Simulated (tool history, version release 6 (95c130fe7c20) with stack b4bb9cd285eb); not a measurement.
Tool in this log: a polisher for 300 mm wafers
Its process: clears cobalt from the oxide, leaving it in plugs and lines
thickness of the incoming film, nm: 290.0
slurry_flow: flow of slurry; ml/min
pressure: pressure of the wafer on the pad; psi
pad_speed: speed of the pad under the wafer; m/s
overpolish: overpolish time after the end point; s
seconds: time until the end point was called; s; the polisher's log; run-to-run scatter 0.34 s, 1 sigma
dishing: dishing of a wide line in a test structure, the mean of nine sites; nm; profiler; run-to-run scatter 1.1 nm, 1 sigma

run 1 hour=0 | slurry_flow=290 pressure=2.3 pad_speed=0.96 overpolish=23 | seconds=51.945 dishing=53.229
run 2 hour=2.1 | slurry_flow=290 pressure=2.3 pad_speed=0.96 overpolish=15 | seconds=52.14 dishing=43.652
run 3 hour=6.6 | slurry_flow=265 pressure=2.3 pad_speed=0.96 overpolish=15 | seconds=52.812 dishing=45.155
run 4 hour=15 | slurry_flow=265 pressure=2.6 pad_speed=0.98 overpolish=17 | seconds=45.523 dishing=51.824
run 5 hour=21.3 | slurry_flow=275 pressure=2.9 pad_speed=1 overpolish=16 | seconds=39.524 dishing=50.402
run 6 hour=23.9 | slurry_flow=275 pressure=2.9 pad_speed=1 overpolish=21 | seconds=39.902 dishing=56.924
run 7 hour=25.6 | slurry_flow=275 pressure=3.5 pad_speed=1.08 overpolish=19 | seconds=31.188 dishing=57.615

What will run 8 give?
run 8 hour=32.1 | slurry_flow=275 pressure=3.5 pad_speed=1.1 overpolish=19 | seconds=? dishing=?

seconds: 30.375 s
dishing: 57.138 nm
